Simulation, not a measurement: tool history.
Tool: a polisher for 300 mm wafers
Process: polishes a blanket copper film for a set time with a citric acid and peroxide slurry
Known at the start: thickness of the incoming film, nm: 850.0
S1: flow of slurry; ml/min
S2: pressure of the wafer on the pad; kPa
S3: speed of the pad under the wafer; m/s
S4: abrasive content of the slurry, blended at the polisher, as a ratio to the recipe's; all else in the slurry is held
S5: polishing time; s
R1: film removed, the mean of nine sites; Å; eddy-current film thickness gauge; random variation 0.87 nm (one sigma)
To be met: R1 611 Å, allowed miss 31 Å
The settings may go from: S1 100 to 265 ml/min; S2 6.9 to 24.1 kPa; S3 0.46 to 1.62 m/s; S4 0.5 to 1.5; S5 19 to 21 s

run  hour   S1    S2    S3   S4  S5      R1
  1     0  170  15.2  1.04    1  21  375.04
  2   2.9  170  15.2  1.04  0.9  21  365.08
  3   9.5  170  15.9  1.04  0.9  21  386.09
  4  17.1  170  15.9  1.04  0.9  21  381.26
  5  23.5  170  15.9  1.04  0.9  21  388.86
  6  28.2  200  15.9  1.04  0.9  21  395.59
  7  32.9  200  16.5  1.04  0.9  21  403.43
  8  40.3  200  17.2  1.04  0.9  21  415.27
  9  40.8  200  17.9  1.06  0.9  21  455.59
 10  43.2  200  18.6  1.06  0.9  21   460.9
 11  47.1  200  19.3  1.06  0.9  21  478.79
 12  49.9  200    20  1.06  0.9  21  503.79
 13  50.7  200  20.7  1.06  0.9  21  498.92
 14  54.6  200  21.4  1.06  0.9  21  535.76
 15    60  200  22.8  1.06  0.9  21  573.72

4 next moves are on the table. One of them brings every result within its allowed miss. Which?
  A  65.4  190  19.3  1.42   0.9  21   ?
  B  65.4  210  23.4  1.02  0.95  19   ?
  C  65.4  210  20.7  1.02   0.8  21   ?
  D  65.4  165  23.4     1  1.05  19   ?

move      R1
   A  585.21
   B  499.08
   C  473.76
   D  489.02
A: meets every target
B: further off than the last run
C: further off than the last run
D: further off than the last run
Move A is the one to make.

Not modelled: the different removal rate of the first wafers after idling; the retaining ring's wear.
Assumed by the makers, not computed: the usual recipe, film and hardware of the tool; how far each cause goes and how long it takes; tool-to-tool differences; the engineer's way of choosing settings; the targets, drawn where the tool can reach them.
